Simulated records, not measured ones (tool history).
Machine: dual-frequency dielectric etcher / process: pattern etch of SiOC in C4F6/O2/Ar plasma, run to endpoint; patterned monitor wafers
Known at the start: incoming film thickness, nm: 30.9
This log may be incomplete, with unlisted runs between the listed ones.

{"run": 1, "hour": 0.0, "bias power (W)": 376, "source power (W)": 460, "endpoint time (s)": 10.426}
{"run": 2, "hour": 7.5, "bias power (W)": 399, "source power (W)": 470, "endpoint time (s)": 10.029}
{"run": 3, "hour": 10.1, "bias power (W)": 412, "source power (W)": 470, "endpoint time (s)": 9.9165}
{"run": 4, "hour": 11.5, "bias power (W)": 379, "source power (W)": 470, "endpoint time (s)": 10.323}
{"run": 5, "hour": 20.5, "bias power (W)": 379, "source power (W)": 440, "endpoint time (s)": 10.511}
{"run": 6, "hour": 25.8, "bias power (W)": 351, "source power (W)": 440, "endpoint time (s)": 10.882}
{"run": 7, "hour": 33.8, "bias power (W)": 426, "source power (W)": 480, "endpoint time (s)": 9.7753}

Expected results for the next run?
{"run": 8, "hour": 41.0, "bias power (W)": 434, "source power (W)": 480, "endpoint time (s)": "?"}

{"run 8": {"endpoint time (s)": 9.676}}
